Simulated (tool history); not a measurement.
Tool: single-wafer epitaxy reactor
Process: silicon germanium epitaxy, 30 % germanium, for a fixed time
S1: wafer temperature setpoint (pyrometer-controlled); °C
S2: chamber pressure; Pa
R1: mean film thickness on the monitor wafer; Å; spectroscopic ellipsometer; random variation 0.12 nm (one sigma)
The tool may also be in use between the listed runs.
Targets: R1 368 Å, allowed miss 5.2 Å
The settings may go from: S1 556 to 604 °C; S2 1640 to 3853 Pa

| run | day | S1 | S2 | R1 |
|---|---|---|---|---|
| 1 | 0 | 580 | 2746 | 432.42 |
| 2 | 0.142 | 589 | 2746 | 511.16 |
| 3 | 0.396 | 583 | 2733 | 455.69 |
| 4 | 0.462 | 583 | 2440 | 433.01 |
| 5 | 0.612 | 583 | 2920 | 470.92 |
| 6 | 0.796 | 579 | 2920 | 438.76 |
| 7 | 1.162 | 576 | 2920 | 413.12 |
| 8 | 1.433 | 574 | 2920 | 398.62 |
| 9 | 1.742 | 573 | 2920 | 390.14 |
| 10 | 1.792 | 572 | 2920 | 383.11 |
| 11 | 2.158 | 571 | 2920 | 377.52 |

5 next moves are on the table. One of them brings every result within its allowed miss. Which?
| A | 2.525 | 568 | 3426 | ? |
| B | 2.525 | 570 | 2880 | ? |
| C | 2.525 | 570 | 3066 | ? |
| D | 2.525 | 573 | 2986 | ? |
| E | 2.525 | 571 | 3173 | ? |

| move | R1 |
|---|---|
| A | 381.68 |
| B | 364.6 |
| C | 376.03 |
| D | 393.22 |
| E | 389.77 |
A: further off than the last run
B: meets every target
C: nearer than the last run, and not there yet
D: further off than the last run
E: further off than the last run
Move B is the one to make.
